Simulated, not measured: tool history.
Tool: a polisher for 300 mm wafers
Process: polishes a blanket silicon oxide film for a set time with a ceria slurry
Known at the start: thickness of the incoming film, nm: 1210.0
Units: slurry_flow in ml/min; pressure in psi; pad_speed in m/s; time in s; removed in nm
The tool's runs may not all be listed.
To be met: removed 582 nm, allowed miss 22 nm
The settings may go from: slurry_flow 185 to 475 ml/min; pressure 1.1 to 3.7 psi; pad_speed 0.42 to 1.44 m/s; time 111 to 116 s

run    day  slurry_flow  pressure  pad_speed  time  removed
  1      0          305       2.4       0.92   111   362.48
  2  0.112          305       2.4       0.74   111   303.16
  3  0.329          305       2.4       0.74   116   312.47
  4  0.658          235       2.4       0.74   116   313.18
  5  1.033          235       2.7       0.74   116   345.09
  6  1.371          235       2.7       0.56   116   278.81
  7  1.592          235       2.9       0.62   116   317.54
  8   1.85          235       3.1       0.68   116   369.56
  9  1.967          235       3.2       0.72   116   399.29
 10  2.117          235       3.3       0.76   116   430.59
 11  2.179          235       3.4       0.78   116   449.24
 12  2.479          235       3.5        0.8   116   470.91
 13  2.796          235       3.5        0.8   116   477.64
 14  2.912          235       3.5       0.82   116   474.36
 15  3.192          235       3.5       0.84   116    495.2

Which of these 5 next moves meets every target?
  A  3.471          295       3.2       0.72   111        ?
  B  3.471          265       3.7       0.94   116        ?
  C  3.471          225       3.6       0.88   116        ?
  D  3.471          210       3.7       0.88   116        ?
  E  3.471          265       3.4       0.68   111        ?

move  removed
   A      385
   B   574.39
   C   523.86
   D   535.12
   E   385.66
A: further off than the last run
B: meets every target
C: nearer than the last run, and not there yet
D: nearer than the last run, and not there yet
E: further off than the last run
The right move is B.
